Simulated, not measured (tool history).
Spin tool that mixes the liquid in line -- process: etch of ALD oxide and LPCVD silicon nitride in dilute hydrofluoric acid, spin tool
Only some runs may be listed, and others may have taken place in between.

run  hour  temperature setpoint of the liquid (K)  parts of water to one part of 49 % hydrofluoric acid (parts by volume)  time under the liquid (s)  thickness taken off the ALD oxide on a monitor wafer (nm)  thickness taken off the LPCVD silicon nitride on a monitor wafer (nm)
  1     0                                  296.15                                                                     115                        180                                                     20.834                                                                0.76915
  2   1.1                                  294.15                                                                     115                        180                                                     19.056                                                                0.65665
  3   9.1                                  294.15                                                                      95                        180                                                     23.436                                                                0.81202
  4  15.4                                  294.15                                                                      95                        225                                                     29.298                                                                 1.0183
     21.3  -- hydrofluoric acid flow meter replaced
  5  21.3                                  294.65                                                                     115                        220                                                     22.509                                                                0.82108
  6  27.1                                  294.65                                                                      80                        220                                                     33.683                                                                 1.1087
  7  28.9                                  294.15                                                                     100                        220                                                     25.731                                                                0.87419
  8  32.9                                  294.15                                                                     120                        220                                                     20.942                                                                  0.756
  9  38.2                                  293.65                                                                     135                        220                                                     17.992                                                                0.63605

Run 10, settings as shown, results not yet in. Your forecast:
 10  42.6                                  293.65                                                                     150                        220                                                          ?                                                                      ?

{"run 10": {"thickness taken off the ALD oxide on a monitor wafer (nm)": 15.932, "thickness taken off the LPCVD silicon nitride on a monitor wafer (nm)": 0.59448}}

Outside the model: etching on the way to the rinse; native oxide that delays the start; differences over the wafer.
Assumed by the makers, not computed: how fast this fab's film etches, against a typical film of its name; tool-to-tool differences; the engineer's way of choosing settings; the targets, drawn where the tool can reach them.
